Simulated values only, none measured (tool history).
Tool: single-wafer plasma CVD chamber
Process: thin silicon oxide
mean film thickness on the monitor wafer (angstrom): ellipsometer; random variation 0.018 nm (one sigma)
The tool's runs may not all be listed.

run,day,heater temperature setpoint (°C),chamber pressure (Pa),RF power (W),deposition time (s),mean film thickness on the monitor wafer (angstrom)
1,0.000,400,86.1,270,6.50,89.441
2,0.279,400,86.1,250,6.50,86.137
3,0.633,400,86.1,285,6.50,91.132
4,0.929,400,82.0,285,6.50,86.985
5,1.246,400,78.7,285,6.50,83.654
6,1.546,400,76.1,285,6.50,80.602

Run 7 comes next. What will it give?
7,1.721,400,74.5,285,6.50,?

mean film thickness on the monitor wafer (angstrom): 79.333

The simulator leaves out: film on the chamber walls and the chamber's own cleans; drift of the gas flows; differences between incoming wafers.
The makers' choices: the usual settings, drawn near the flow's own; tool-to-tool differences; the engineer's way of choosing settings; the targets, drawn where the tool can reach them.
